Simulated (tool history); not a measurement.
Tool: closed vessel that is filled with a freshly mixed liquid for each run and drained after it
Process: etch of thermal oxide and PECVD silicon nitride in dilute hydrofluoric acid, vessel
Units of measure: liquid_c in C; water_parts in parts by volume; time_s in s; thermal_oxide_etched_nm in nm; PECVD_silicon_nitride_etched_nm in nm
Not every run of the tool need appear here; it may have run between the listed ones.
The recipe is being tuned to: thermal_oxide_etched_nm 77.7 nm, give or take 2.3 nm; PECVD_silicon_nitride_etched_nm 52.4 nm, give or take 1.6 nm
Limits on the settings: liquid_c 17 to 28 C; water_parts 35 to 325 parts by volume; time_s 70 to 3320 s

run	hour	liquid_c	water_parts	time_s	thermal_oxide_etched_nm	PECVD_silicon_nitride_etched_nm
1	0	20	180	1695	34.177	23.137
2	0.6	20	140	1695	45.646	29.769
3	2	20	140	2215	59.561	38.665
4	3	17	140	2215	53.022	31.427
5	10.3	17	140	2660	62.61	37.889
6	15.2	18	140	2650	65.219	40.343
7	18.7	18	140	2650	65.003	40.283
8	27.4	19	135	2640	71.301	44.059
9	29.4	20	140	2655	71.146	46.424
# hour 37.1: hydrofluoric acid flow meter replaced
10	37.1	20.5	140	2650	65.207	43.517

Of the 5 settings listed for the next run, only one would bring every result within its allowed miss of target. Which one?
A	44.8	21.5	135	2520	?	?
B	44.8	20.5	165	2510	?	?
C	44.8	18	100	2395	?	?
D	44.8	21.5	125	2660	?	?
E	44.8	25.5	175	3095	?	?

move	thermal_oxide_etched_nm	PECVD_silicon_nitride_etched_nm
A	66.482	45.217
B	50.446	34.642
C	76.826	45.421
D	76.633	51.469
E	70.19	55.67
A: closer than the last run, but not yet in spec
B: misses by more than the last run did
C: closer than the last run, but not yet in spec
D: every result within its allowed miss
E: moves the result that the last run missed by most past its target, out the other side
So the answer is move D, the one that meets all the targets.

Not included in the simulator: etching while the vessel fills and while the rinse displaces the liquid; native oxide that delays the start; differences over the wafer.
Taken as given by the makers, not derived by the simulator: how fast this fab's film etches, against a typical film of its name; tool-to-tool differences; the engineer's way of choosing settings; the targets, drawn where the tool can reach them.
